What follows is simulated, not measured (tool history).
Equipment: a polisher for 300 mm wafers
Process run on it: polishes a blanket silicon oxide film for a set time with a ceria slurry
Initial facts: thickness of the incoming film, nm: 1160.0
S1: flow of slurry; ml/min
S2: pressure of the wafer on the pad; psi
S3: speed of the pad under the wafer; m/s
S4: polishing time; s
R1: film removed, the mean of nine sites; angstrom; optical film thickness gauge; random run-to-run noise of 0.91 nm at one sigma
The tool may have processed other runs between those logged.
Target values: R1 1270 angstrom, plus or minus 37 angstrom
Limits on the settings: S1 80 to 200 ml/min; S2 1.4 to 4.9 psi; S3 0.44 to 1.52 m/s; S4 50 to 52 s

run,hour,S1,S2,S3,S4,R1
1,0,130,3.1,0.98,50,1803
2,2,130,3.1,1.12,50,1938.5
3,7.2,130,2.4,1.12,50,1518.2
4,9.3,125,2.3,1.12,50,1457
5,10.3,120,2.3,1.12,50,1429.3
6,13.6,115,2.3,1.12,50,1432
7,16.7,110,2.3,1.12,50,1418
8,20.6,90,2,1.12,50,1185.9
9,25.9,95,2,1.12,50,1192.8
10,29,100,2,1.12,50,1221.5
11,34,105,2,1.12,50,1229.4

Of the 4 settings listed for the next run, only one would bring every result within its allowed miss of target. Which one?
A,39,110,2.2,0.94,52,?
B,39,90,2.1,1,52,?
C,39,125,1.8,1.1,52,?
D,39,80,2.5,0.8,50,?

move,R1
A,1281.4
B,1218.5
C,1193.2
D,1184.2
A: each result inside its tolerance
B: misses by more than the last run did
C: misses by more than the last run did
D: misses by more than the last run did
The right move is A.

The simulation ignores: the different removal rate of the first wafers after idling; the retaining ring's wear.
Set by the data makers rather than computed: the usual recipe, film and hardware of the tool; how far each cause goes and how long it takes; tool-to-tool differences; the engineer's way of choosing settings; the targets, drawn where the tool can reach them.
